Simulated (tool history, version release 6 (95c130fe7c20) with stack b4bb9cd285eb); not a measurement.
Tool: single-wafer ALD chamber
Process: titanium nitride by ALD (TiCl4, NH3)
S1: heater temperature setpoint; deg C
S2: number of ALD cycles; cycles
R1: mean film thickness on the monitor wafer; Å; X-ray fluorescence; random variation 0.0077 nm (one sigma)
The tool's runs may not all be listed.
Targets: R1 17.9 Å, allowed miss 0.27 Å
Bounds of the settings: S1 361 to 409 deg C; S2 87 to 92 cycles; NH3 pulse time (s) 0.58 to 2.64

run 1 hour=0 | S1=385 S2=92 NH3_pulse_time_(s)=1.61 | R1=18.926
run 2 hour=5 | S1=395 S2=92 NH3_pulse_time_(s)=1.61 | R1=19.034
run 3 hour=7.2 | S1=394 S2=90 NH3_pulse_time_(s)=1.48 | R1=18.505
run 4 hour=10.4 | S1=384 S2=90 NH3_pulse_time_(s)=1.48 | R1=18.371
run 5 hour=11.7 | S1=384 S2=90 NH3_pulse_time_(s)=1.8 | R1=18.646
run 6 hour=12.7 | S1=378 S2=90 NH3_pulse_time_(s)=1.8 | R1=18.535
run 7 hour=19.3 | S1=377 S2=89 NH3_pulse_time_(s)=1.75 | R1=18.32
-- hour=20.2 thermocouple changed; heater temperature recalibrated
run 8 hour=20.2 | S1=377 S2=88 NH3_pulse_time_(s)=1.72 | R1=18.196

Which of these 4 next moves meets every target?
run A hour=21.1 | S1=369 S2=90 NH3_pulse_time_(s)=1.86 | R1=?
run B hour=21.1 | S1=376 S2=88 NH3_pulse_time_(s)=1.34 | R1=?
run C hour=21.1 | S1=363 S2=90 NH3_pulse_time_(s)=1.98 | R1=?
run D hour=21.1 | S1=361 S2=92 NH3_pulse_time_(s)=1.7 | R1=?

move=A R1=18.484
move=B R1=17.776
move=C R1=18.389
move=D R1=18.47
A: further off than the last run
B: meets every target
C: further off than the last run
D: further off than the last run
Answer: B
